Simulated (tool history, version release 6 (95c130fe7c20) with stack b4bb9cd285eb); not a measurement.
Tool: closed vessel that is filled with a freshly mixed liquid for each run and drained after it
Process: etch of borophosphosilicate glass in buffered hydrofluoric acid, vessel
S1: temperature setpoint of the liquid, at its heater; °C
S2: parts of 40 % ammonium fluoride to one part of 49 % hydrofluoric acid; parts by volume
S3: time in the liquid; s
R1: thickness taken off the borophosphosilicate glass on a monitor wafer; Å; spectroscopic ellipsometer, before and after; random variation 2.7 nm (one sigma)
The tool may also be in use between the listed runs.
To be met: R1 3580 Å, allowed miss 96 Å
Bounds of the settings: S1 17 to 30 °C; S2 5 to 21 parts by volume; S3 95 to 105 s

run  hour    S1  S2  S3      R1
  1     0    22  13  95  2263.6
  2   4.7    22  10  95  2824.4
  3   5.4    25  10  95  3311.6
  4  10.6    25  10  95  3294.9
  5  14.3    25  10  95  3308.4
     17.1  -- hydrofluoric acid flow meter replaced
  6  17.1    25  10  95  3102.7
  7  18.9  25.5  10  95  3208.5
  8  20.7    26  10  95  3293.6
  9  21.8  26.5  10  95  3357.1

4 next moves are on the table. One of them brings every result within its allowed miss. Which?
  A  22.9    26   9.5  100   ?
  B  22.9    24    10  100   ?
  C  22.9  25.5   9.5   95   ?
  D  22.9  25.5  10.5  100   ?

move      R1
   A  3591.2
   B  3122.6
   C    3322
   D  3226.3
A: meets every target
B: further off than the last run
C: further off than the last run
D: further off than the last run
The right move is A.
